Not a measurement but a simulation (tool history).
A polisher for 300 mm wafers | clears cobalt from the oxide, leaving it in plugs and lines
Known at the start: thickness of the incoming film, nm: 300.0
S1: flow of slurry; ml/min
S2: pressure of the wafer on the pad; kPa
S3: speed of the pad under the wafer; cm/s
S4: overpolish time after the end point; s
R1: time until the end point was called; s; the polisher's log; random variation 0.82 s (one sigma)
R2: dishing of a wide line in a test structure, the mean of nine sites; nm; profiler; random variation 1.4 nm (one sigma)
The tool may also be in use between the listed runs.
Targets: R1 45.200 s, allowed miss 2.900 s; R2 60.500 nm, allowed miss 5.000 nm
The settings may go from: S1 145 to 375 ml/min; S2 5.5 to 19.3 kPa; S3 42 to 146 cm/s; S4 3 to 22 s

run 1 hour=0.0 | S1=240 S2=12.4 S3=94 S4=11 | R1=82.846 R2=35.087
run 2 hour=7.4 | S1=240 S2=12.4 S3=76 S4=11 | R1=101.770 R2=29.872
run 3 hour=14.1 | S1=240 S2=13.8 S3=80 S4=11 | R1=85.592 R2=33.854
run 4 hour=16.4 | S1=240 S2=12.4 S3=80 S4=11 | R1=94.294 R2=28.951
run 5 hour=25.3 | S1=240 S2=13.8 S3=84 S4=11 | R1=82.658 R2=32.951
run 6 hour=30.7 | S1=240 S2=14.5 S3=88 S4=12 | R1=75.898 R2=36.768
run 7 hour=39.4 | S1=240 S2=15.2 S3=92 S4=13 | R1=69.564 R2=40.711
run 8 hour=48.2 | S1=240 S2=15.9 S3=94 S4=13 | R1=63.182 R2=45.240
run 9 hour=49.7 | S1=240 S2=16.5 S3=96 S4=13 | R1=60.119 R2=46.752
run 10 hour=52.9 | S1=240 S2=17.2 S3=98 S4=13 | R1=56.189 R2=48.346
run 11 hour=53.5 | S1=240 S2=17.2 S3=100 S4=13 | R1=55.882 R2=46.460
run 12 hour=55.9 | S1=240 S2=17.2 S3=102 S4=13 | R1=52.652 R2=49.088
run 13 hour=57.7 | S1=240 S2=18.6 S3=104 S4=14 | R1=49.840 R2=51.707

Which of these 5 next moves meets every target?
run A hour=59.5 | S1=325 S2=19.3 S3=88 S4=12 | R1=? R2=?
run B hour=59.5 | S1=145 S2=19.3 S3=98 S4=14 | R1=? R2=?
run C hour=59.5 | S1=230 S2=17.9 S3=104 S4=12 | R1=? R2=?
run D hour=59.5 | S1=250 S2=17.9 S3=120 S4=16 | R1=? R2=?
run E hour=59.5 | S1=245 S2=18.6 S3=90 S4=19 | R1=? R2=?

move=A R1=53.076 R2=48.270
move=B R1=53.657 R2=52.374
move=C R1=50.342 R2=49.774
move=D R1=43.345 R2=61.886
move=E R1=55.392 R2=60.058
A: further off than the last run
B: further off than the last run
C: further off than the last run
D: meets every target
E: brings the result that was furthest off to its target, and leaves another outside
Answer: D
